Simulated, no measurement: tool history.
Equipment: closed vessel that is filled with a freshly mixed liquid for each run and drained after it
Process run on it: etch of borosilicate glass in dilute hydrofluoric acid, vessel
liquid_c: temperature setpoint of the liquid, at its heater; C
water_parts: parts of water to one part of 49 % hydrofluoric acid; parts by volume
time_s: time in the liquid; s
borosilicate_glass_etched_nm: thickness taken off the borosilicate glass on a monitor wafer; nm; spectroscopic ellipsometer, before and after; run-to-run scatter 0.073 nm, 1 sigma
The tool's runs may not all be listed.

Run 1, hour 0: liquid_c 22 C, water_parts 200 parts by volume, time_s 105 s. Result: borosilicate_glass_etched_nm 14.013 nm.
Run 2, hour 3.8: liquid_c 22 C, water_parts 200 parts by volume, time_s 105 s. Result: borosilicate_glass_etched_nm 13.95 nm.
Run 3, hour 7.2: liquid_c 22 C, water_parts 260 parts by volume, time_s 105 s. Result: borosilicate_glass_etched_nm 10.007 nm.
Run 4, hour 15.8: liquid_c 22 C, water_parts 260 parts by volume, time_s 110 s. Result: borosilicate_glass_etched_nm 10.609 nm.
Run 5, hour 20.3: liquid_c 24.5 C, water_parts 260 parts by volume, time_s 110 s. Result: borosilicate_glass_etched_nm 11.531 nm.
Run 6, hour 25: liquid_c 24.5 C, water_parts 260 parts by volume, time_s 110 s. Result: borosilicate_glass_etched_nm 11.629 nm.
Run 7, hour 28.7: liquid_c 22.5 C, water_parts 265 parts by volume, time_s 110 s. Result: borosilicate_glass_etched_nm 10.567 nm.

Run 8 is up next; what results do you expect?
Run 8, hour 31.6: liquid_c 21 C, water_parts 270 parts by volume, time_s 110 s. Result: borosilicate_glass_etched_nm ?.

Run 8 measured borosilicate_glass_etched_nm 9.8684 nm.
